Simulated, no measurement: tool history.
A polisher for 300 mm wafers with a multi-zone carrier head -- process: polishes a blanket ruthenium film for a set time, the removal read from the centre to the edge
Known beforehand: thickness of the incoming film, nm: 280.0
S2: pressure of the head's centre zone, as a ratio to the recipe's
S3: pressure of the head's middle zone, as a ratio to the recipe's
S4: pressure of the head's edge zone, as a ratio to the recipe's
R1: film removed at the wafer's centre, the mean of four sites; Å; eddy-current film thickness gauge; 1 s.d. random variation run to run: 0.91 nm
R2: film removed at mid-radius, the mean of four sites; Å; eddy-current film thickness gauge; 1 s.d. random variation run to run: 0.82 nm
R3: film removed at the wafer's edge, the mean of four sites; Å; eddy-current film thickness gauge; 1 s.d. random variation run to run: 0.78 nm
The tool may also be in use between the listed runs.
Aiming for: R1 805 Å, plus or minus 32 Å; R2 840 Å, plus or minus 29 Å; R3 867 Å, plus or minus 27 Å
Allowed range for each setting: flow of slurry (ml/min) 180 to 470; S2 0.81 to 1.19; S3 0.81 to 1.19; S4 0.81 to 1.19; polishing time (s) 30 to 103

run 1 hour=0 | flow_of_slurry_(ml/min)=300 S2=1 S3=1 S4=1 polishing_time_(s)=66 | R1=1053.6 R2=1058.6 R3=1006.6
run 2 hour=5.4 | flow_of_slurry_(ml/min)=300 S2=1 S3=1 S4=1 polishing_time_(s)=82 | R1=1316.4 R2=1298.3 R3=1268.7
run 3 hour=11.5 | flow_of_slurry_(ml/min)=300 S2=1.08 S3=1 S4=1 polishing_time_(s)=82 | R1=1423.5 R2=1282.1 R3=1254.3
run 4 hour=12.1 | flow_of_slurry_(ml/min)=295 S2=1.05 S3=0.98 S4=0.99 polishing_time_(s)=78 | R1=1312.4 R2=1219.2 R3=1193
run 5 hour=19.2 | flow_of_slurry_(ml/min)=295 S2=1.05 S3=0.98 S4=0.95 polishing_time_(s)=78 | R1=1286.8 R2=1201.1 R3=1149.2
run 6 hour=25.9 | flow_of_slurry_(ml/min)=295 S2=1.11 S3=0.98 S4=0.95 polishing_time_(s)=78 | R1=1372.3 R2=1194.1 R3=1153.6
run 7 hour=29.8 | flow_of_slurry_(ml/min)=255 S2=1.01 S3=0.88 S4=0.9 polishing_time_(s)=60 | R1=952.75 R2=848.63 R3=863.75
run 8 hour=35.6 | flow_of_slurry_(ml/min)=250 S2=0.99 S3=0.88 S4=0.9 polishing_time_(s)=60 | R1=927.05 R2=836.9 R3=861.33

Which one of the following 4 next-run settings gets every result inside its allowed miss? There is exactly one.
run A hour=41.4 | flow_of_slurry_(ml/min)=290 S2=1.05 S3=0.81 S4=0.81 polishing_time_(s)=63 | R1=? R2=? R3=?
run B hour=41.4 | flow_of_slurry_(ml/min)=280 S2=0.81 S3=0.89 S4=0.96 polishing_time_(s)=57 | R1=? R2=? R3=?
run C hour=41.4 | flow_of_slurry_(ml/min)=240 S2=1.08 S3=0.85 S4=0.96 polishing_time_(s)=61 | R1=? R2=? R3=?
run D hour=41.4 | flow_of_slurry_(ml/min)=220 S2=0.86 S3=0.91 S4=0.95 polishing_time_(s)=59 | R1=? R2=? R3=?

move=A R1=1043.5 R2=841.16 R3=878.9
move=B R1=746.89 R2=819.77 R3=855.53
move=C R1=1010 R2=827.3 R3=902.72
move=D R1=786.2 R2=836.74 R3=859.94
A: moves away from the targets compared with the last run
B: carries the result that was furthest off beyond its target, to the other side
C: moves away from the targets compared with the last run
D: each result inside its tolerance
Answer: D
